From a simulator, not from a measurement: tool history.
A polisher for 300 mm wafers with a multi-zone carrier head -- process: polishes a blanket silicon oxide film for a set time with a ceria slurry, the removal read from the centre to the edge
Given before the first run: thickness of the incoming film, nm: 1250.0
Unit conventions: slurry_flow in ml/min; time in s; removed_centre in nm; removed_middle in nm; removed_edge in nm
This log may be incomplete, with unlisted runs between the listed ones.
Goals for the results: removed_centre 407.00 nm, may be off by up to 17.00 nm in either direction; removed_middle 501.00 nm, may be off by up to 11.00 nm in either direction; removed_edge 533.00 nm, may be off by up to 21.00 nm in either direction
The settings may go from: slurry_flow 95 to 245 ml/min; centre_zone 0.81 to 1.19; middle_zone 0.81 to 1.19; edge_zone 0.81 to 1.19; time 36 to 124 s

run  hour  slurry_flow  centre_zone  middle_zone  edge_zone  time  removed_centre  removed_middle  removed_edge
  1   0.0          155         1.00         1.00       1.00    79          389.25          395.09        396.94
  2   5.4          160         0.98         1.01       1.03    81          397.12          408.53        422.77
  3   7.1          160         0.95         1.01       1.03    81          385.42          410.65        429.93
  4  13.6          170         0.94         1.03       1.05    81          379.50          420.71        430.69
  5  18.7          170         0.94         1.03       1.08    81          388.02          421.46        439.01
  6  19.8          170         0.94         1.11       1.08    81          376.04          446.45        440.05
  7  24.0          175         0.93         1.11       1.10    82          386.49          453.80        447.09
  8  24.9          180         0.92         1.11       1.11    83          390.18          465.59        453.60
  9  32.6          175         0.91         1.10       1.12    85          394.13          465.05        478.08
 10  40.4          180         0.90         1.10       1.13    86          393.34          474.83        473.88
 11  43.2          175         0.90         1.10       1.14    87          399.90          476.13        495.10
 12  50.8          175         0.90         1.10       1.15    87          399.22          479.09        491.90

Below are 5 possible settings for the next run. Only one of them brings all results inside the allowed miss of their targets. Which is it?
  A  58.4          145         0.87         1.08       1.19    95               ?               ?             ?
  B  58.4          140         0.88         1.04       1.19    94               ?               ?             ?
  C  58.4          100         0.86         0.95       1.19   103               ?               ?             ?
  D  58.4          140         0.89         0.99       1.19    94               ?               ?             ?
  E  58.4          175         0.96         1.19       1.10    86               ?               ?             ?

move  removed_centre  removed_middle  removed_edge
   A          412.61          498.51        520.53
   B          409.89          475.70        512.94
   C          404.00          452.24        535.27
   D          414.46          457.72        513.26
   E          427.75          503.10        462.28
A: hits every target within its allowed miss
B: moves away from the targets compared with the last run
C: moves away from the targets compared with the last run
D: moves away from the targets compared with the last run
E: brings the result that was furthest off to its target, and leaves another outside
Answer: A
